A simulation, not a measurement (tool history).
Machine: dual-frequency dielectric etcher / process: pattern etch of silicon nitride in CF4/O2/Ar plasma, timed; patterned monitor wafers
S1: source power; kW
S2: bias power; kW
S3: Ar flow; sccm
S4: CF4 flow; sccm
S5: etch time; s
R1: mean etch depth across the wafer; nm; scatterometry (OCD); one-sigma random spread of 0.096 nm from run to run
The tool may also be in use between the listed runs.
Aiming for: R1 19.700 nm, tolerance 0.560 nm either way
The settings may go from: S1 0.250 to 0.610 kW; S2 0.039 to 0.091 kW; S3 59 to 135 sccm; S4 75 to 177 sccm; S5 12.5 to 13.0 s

| run | hour | S1 | S2 | S3 | S4 | S5 | R1 |
|---|---|---|---|---|---|---|---|
| 1 | 0.0 | 0.430 | 0.065 | 97 | 126 | 12.5 | 22.176 |
| 2 | 4.2 | 0.420 | 0.065 | 97 | 126 | 12.5 | 21.674 |
| 3 | 9.7 | 0.410 | 0.065 | 97 | 126 | 12.5 | 21.543 |
| 4 | 10.4 | 0.410 | 0.070 | 97 | 126 | 12.5 | 22.221 |
| 5 | 15.3 | 0.410 | 0.070 | 97 | 142 | 12.5 | 22.470 |
| 6 | 17.9 | 0.410 | 0.075 | 97 | 142 | 12.5 | 22.987 |
| 7 | 18.5 | 0.400 | 0.075 | 97 | 142 | 12.5 | 22.516 |
| 8 | 26.8 | 0.390 | 0.075 | 97 | 142 | 12.5 | 22.245 |
| 9 | 35.7 | 0.380 | 0.075 | 97 | 142 | 12.5 | 22.046 |
| 10 | 44.3 | 0.310 | 0.073 | 98 | 141 | 12.5 | 18.841 |

5 next moves are on the table. One of them brings every result within its allowed miss. Which?
| A | 52.9 | 0.380 | 0.065 | 110 | 136 | 12.5 | ? |
| B | 52.9 | 0.300 | 0.068 | 94 | 144 | 12.5 | ? |
| C | 52.9 | 0.270 | 0.071 | 102 | 136 | 13.0 | ? |
| D | 52.9 | 0.280 | 0.073 | 103 | 145 | 12.5 | ? |
| E | 52.9 | 0.320 | 0.074 | 117 | 127 | 13.0 | ? |

| move | R1 |
|---|---|
| A | 20.689 |
| B | 18.312 |
| C | 17.914 |
| D | 17.926 |
| E | 19.863 |
A: the result that was furthest off in the last run now lies on the other side of its target
B: further off than the last run
C: further off than the last run
D: further off than the last run
E: every result lands within tolerance
E meets every target.
